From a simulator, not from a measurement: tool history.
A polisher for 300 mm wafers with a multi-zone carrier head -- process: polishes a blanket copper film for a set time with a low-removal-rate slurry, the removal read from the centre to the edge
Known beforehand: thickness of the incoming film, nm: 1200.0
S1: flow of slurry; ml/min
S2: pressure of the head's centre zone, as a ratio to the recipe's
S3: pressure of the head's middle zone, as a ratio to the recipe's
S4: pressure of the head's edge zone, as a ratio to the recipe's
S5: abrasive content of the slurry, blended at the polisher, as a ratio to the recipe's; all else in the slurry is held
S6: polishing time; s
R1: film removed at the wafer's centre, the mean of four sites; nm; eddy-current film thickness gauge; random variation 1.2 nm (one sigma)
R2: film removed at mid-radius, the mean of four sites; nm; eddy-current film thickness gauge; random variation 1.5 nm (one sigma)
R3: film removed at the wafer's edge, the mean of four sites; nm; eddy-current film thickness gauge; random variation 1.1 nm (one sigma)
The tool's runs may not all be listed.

Run 1, hour 0: S1 195 ml/min, S2 1, S3 1, S4 1, S5 1, S6 54 s. Result: R1 173.2 nm, R2 178.63 nm, R3 182.3 nm.
Run 2, hour 1.3: S1 195 ml/min, S2 0.99, S3 1.01, S4 0.98, S5 0.9, S6 50 s. Result: R1 152.35 nm, R2 165.35 nm, R3 160.42 nm.
Run 3, hour 6.3: S1 195 ml/min, S2 0.99, S3 1.06, S4 0.98, S5 0.9, S6 50 s. Result: R1 155.03 nm, R2 170.91 nm, R3 158.81 nm.
Run 4, hour 10.4: S1 195 ml/min, S2 1.03, S3 1.06, S4 0.98, S5 0.9, S6 50 s. Result: R1 159.98 nm, R2 172.6 nm, R3 158.03 nm.
Run 5, hour 15.3: S1 190 ml/min, S2 1.01, S3 1.05, S4 0.97, S5 0.85, S6 47 s. Result: R1 146.01 nm, R2 154.85 nm, R3 149.81 nm.
Run 6, hour 15.9: S1 195 ml/min, S2 1, S3 1.07, S4 0.96, S5 0.8, S6 44 s. Result: R1 136.8 nm, R2 145.99 nm, R3 136.76 nm.

Estimate the outcome of run 7 from the log above:
Run 7, hour 17.8: S1 170 ml/min, S2 0.9, S3 1.08, S4 0.87, S5 0.55, S6 34 s. Result: R1 ?, R2 ?, R3 ?.

R1: 84.593 nm
R2: 103.81 nm
R3: 93.067 nm
